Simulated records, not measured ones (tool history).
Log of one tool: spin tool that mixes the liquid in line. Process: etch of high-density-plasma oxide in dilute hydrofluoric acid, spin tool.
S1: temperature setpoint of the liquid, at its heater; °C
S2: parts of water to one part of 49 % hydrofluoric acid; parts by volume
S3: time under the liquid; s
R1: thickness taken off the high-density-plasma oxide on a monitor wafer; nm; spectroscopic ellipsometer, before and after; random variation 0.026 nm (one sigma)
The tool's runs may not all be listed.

run 1 hour=0.0 | S1=23.0 S2=215 S3=75 | R1=2.3456
run 2 hour=6.2 | S1=20.5 S2=215 S3=75 | R1=2.1129
run 3 hour=13.6 | S1=23.0 S2=195 S3=75 | R1=2.6403
run 4 hour=15.7 | S1=23.0 S2=255 S3=75 | R1=1.9106
run 5 hour=19.8 | S1=25.0 S2=225 S3=75 | R1=2.3902
run 6 hour=24.2 | S1=25.0 S2=155 S3=75 | R1=3.7796
run 7 hour=31.8 | S1=26.0 S2=155 S3=75 | R1=3.9174

Forecast run 8:
run 8 hour=38.0 | S1=27.0 S2=155 S3=75 | R1=?

Run 8 gave R1 4.0524 nm.

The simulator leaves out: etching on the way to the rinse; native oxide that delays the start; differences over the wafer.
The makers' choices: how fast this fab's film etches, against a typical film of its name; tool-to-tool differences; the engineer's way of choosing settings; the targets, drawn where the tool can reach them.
